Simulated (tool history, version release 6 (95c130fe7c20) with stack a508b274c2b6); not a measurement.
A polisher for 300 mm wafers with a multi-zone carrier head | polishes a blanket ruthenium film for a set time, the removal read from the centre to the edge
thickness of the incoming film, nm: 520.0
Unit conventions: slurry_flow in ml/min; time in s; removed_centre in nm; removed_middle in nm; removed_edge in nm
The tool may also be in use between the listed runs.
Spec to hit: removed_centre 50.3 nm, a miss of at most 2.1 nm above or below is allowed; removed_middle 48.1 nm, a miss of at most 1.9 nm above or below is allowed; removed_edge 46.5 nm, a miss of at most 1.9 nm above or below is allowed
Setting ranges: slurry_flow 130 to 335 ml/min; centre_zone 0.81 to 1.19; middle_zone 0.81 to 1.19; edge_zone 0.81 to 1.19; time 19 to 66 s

run  hour  slurry_flow  centre_zone  middle_zone  edge_zone  time  removed_centre  removed_middle  removed_edge
  1     0          215            1            1          1    42          56.722          56.917        55.409
  2   5.6          215            1         0.92          1    42          56.914          53.052        54.775
  3   8.5          170            1         0.92          1    42          54.559          51.605         54.49
  4  10.2          170            1         0.92       0.95    42          54.371          51.424        52.981
  5  14.9          170         1.07         0.92       0.95    42          57.648          51.437        52.788
  6  23.3          170         1.05         0.93       0.93    41          56.696          51.009        50.602
  7  26.2          165         1.03         0.93       0.92    40          53.244          48.712        49.491
  8  27.9          165         1.02         0.94        0.9    40          52.381          49.654        48.841
  9  36.3          165         1.02         0.94       0.89    40          51.079          49.487        49.592
 10  40.7          165         1.07         0.97       0.85    37          50.571          47.538        43.991
 11  49.2          165         1.06         0.97       0.86    37          50.673          46.169        44.232

Next run, 5 choices. One meets every target within its allowed miss, the rest don't. Which?
  A  57.7          135         1.04         0.87       0.91    39               ?               ?             ?
  B  57.7          155         1.03         0.97       0.87    39               ?               ?             ?
  C  57.7          130         1.07         0.88       0.91    39               ?               ?             ?
  D  57.7          165         1.16         0.97       0.88    33               ?               ?             ?
  E  57.7          180         1.06         0.93       0.89    35               ?               ?             ?

move  removed_centre  removed_middle  removed_edge
   A          50.111          43.095         46.19
   B           51.45          48.559        46.205
   C          51.018          43.076        45.879
   D           49.77          41.578        39.657
   E          49.071          43.321        42.795
A: the worst result of the last run now meets its target, but another is out of spec
B: all results in spec
C: the worst result of the last run now meets its target, but another is out of spec
D: its largest miss is bigger than the last run's
E: its largest miss is bigger than the last run's
B meets every target.
